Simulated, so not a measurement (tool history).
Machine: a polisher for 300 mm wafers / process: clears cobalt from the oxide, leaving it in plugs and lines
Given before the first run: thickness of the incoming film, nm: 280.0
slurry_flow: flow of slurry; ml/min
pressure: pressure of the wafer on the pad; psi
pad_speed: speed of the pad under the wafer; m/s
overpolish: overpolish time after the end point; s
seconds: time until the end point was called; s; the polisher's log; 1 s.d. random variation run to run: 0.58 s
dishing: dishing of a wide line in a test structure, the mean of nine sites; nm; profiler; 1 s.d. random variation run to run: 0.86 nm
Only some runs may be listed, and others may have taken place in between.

run	hour	slurry_flow	pressure	pad_speed	overpolish	seconds	dishing
1	0.0	205	1.7	1.22	22	52.741	42.655
2	5.1	205	1.7	1.22	15	50.730	38.360
3	12.4	205	2.1	1.22	15	43.552	39.958
4	21.4	205	2.2	1.24	14	42.737	40.452
5	24.4	205	1.8	1.24	14	47.526	37.516
6	33.1	205	2.0	1.28	13	45.308	37.027

What will run 7 give?
7	38.5	205	2.2	1.32	13	?	?

{"run 7": {"seconds": 39.982, "dishing": 38.746}}
